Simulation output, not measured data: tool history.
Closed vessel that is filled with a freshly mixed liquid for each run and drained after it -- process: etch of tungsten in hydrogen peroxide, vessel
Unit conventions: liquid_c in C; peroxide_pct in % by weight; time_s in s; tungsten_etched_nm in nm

{"run": 1, "hour": 0.0, "liquid_c": 51, "peroxide_pct": 18, "time_s": 95, "tungsten_etched_nm": 78.731}
{"run": 2, "hour": 1.4, "liquid_c": 51, "peroxide_pct": 15, "time_s": 95, "tungsten_etched_nm": 71.839}
{"run": 3, "hour": 4.1, "liquid_c": 51, "peroxide_pct": 15, "time_s": 95, "tungsten_etched_nm": 72.173}
{"run": 4, "hour": 10.3, "liquid_c": 50.5, "peroxide_pct": 15, "time_s": 95, "tungsten_etched_nm": 69.747}
{"run": 5, "hour": 17.4, "liquid_c": 50.5, "peroxide_pct": 15, "time_s": 95, "tungsten_etched_nm": 69.436}
{"run": 6, "hour": 25.9, "liquid_c": 50.5, "peroxide_pct": 17, "time_s": 95, "tungsten_etched_nm": 73.854}
{"run": 7, "hour": 30.6, "liquid_c": 50, "peroxide_pct": 17, "time_s": 95, "tungsten_etched_nm": 70.817}
{"run": 8, "hour": 31.1, "liquid_c": 49.5, "peroxide_pct": 17, "time_s": 95, "tungsten_etched_nm": 69.068}

Predict the results of run 9:
{"run": 9, "hour": 31.6, "liquid_c": 49, "peroxide_pct": 17, "time_s": 95, "tungsten_etched_nm": "?"}

tungsten_etched_nm: 67.704 nm

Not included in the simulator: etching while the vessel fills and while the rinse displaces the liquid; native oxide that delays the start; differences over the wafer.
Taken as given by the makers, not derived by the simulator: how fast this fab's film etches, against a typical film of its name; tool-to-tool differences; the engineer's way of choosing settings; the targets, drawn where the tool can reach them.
